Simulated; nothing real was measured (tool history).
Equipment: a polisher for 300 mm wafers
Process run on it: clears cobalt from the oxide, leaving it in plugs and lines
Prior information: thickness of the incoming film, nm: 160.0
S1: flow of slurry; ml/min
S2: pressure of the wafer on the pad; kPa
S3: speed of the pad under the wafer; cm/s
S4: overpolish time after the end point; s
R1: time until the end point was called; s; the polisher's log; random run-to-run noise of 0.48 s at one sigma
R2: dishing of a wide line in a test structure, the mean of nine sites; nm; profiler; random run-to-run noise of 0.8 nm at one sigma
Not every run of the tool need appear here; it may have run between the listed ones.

run  hour   S1    S2   S3  S4      R1      R2
  1   0.0  120   8.3  114  18  44.392  42.773
  2   3.3  120   8.3   92  18  56.538  38.690
  3  11.3  120   8.3  118  18  42.771  43.872
  4  12.3  120   9.0  118  18  38.772  46.389
  5  20.9  120   9.0  142  18  34.248  48.945
  6  29.4  125   9.7  144  19  30.342  51.578
  7  31.8  125  10.3  146  21  28.903  54.597

Run 8 has not been measured yet. What should we expect?
  8  36.8  125  10.3  148  22   ?   ?

{"run 8": {"R1": 27.724, "R2": 55.465}}
